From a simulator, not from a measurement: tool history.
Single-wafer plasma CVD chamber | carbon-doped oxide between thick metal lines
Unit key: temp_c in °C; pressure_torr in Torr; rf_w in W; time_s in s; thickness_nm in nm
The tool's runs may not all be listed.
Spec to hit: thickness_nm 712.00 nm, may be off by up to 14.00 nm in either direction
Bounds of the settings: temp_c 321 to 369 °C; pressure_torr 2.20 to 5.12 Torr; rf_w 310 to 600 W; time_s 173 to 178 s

{"run": 1, "hour": 0.0, "temp_c": 345, "pressure_torr": 3.66, "rf_w": 455, "time_s": 173, "thickness_nm": 806.47}
{"run": 2, "hour": 4.1, "temp_c": 347, "pressure_torr": 3.47, "rf_w": 445, "time_s": 173, "thickness_nm": 775.83}
{"run": 3, "hour": 9.0, "temp_c": 347, "pressure_torr": 3.47, "rf_w": 445, "time_s": 178, "thickness_nm": 797.2}
{"run": 4, "hour": 13.2, "temp_c": 347, "pressure_torr": 3.47, "rf_w": 445, "time_s": 178, "thickness_nm": 804.25}
{"run": 5, "hour": 21.5, "temp_c": 339, "pressure_torr": 3.47, "rf_w": 445, "time_s": 178, "thickness_nm": 822.42}
{"run": 6, "hour": 25.6, "temp_c": 332, "pressure_torr": 3.47, "rf_w": 445, "time_s": 178, "thickness_nm": 835.43}
{"run": 7, "hour": 27.7, "temp_c": 335, "pressure_torr": 3.18, "rf_w": 435, "time_s": 178, "thickness_nm": 805.3}
{"run": 8, "hour": 32.9, "temp_c": 338, "pressure_torr": 2.95, "rf_w": 430, "time_s": 178, "thickness_nm": 776.66}
{"run": 9, "hour": 38.5, "temp_c": 338, "pressure_torr": 2.95, "rf_w": 430, "time_s": 178, "thickness_nm": 776.04}
{"run": 10, "hour": 41.4, "temp_c": 350, "pressure_torr": 2.22, "rf_w": 405, "time_s": 178, "thickness_nm": 694.92}

Below are 4 possible settings for the next run. Only one of them brings all results inside the allowed miss of their targets. Which is it?
{"run": "A", "hour": 44.3, "temp_c": 355, "pressure_torr": 2.36, "rf_w": 405, "time_s": 177, "thickness_nm": "?"}
{"run": "B", "hour": 44.3, "temp_c": 346, "pressure_torr": 2.39, "rf_w": 405, "time_s": 178, "thickness_nm": "?"}
{"run": "C", "hour": 44.3, "temp_c": 350, "pressure_torr": 2.37, "rf_w": 400, "time_s": 173, "thickness_nm": "?"}
{"run": "D", "hour": 44.3, "temp_c": 348, "pressure_torr": 2.64, "rf_w": 420, "time_s": 178, "thickness_nm": "?"}

move=A thickness_nm=685.35
move=B thickness_nm=707.02
move=C thickness_nm=671.99
move=D thickness_nm=732.12
A: its largest miss is bigger than the last run's
B: each result inside its tolerance
C: its largest miss is bigger than the last run's
D: takes the result that was furthest off past its target
The right move is B.
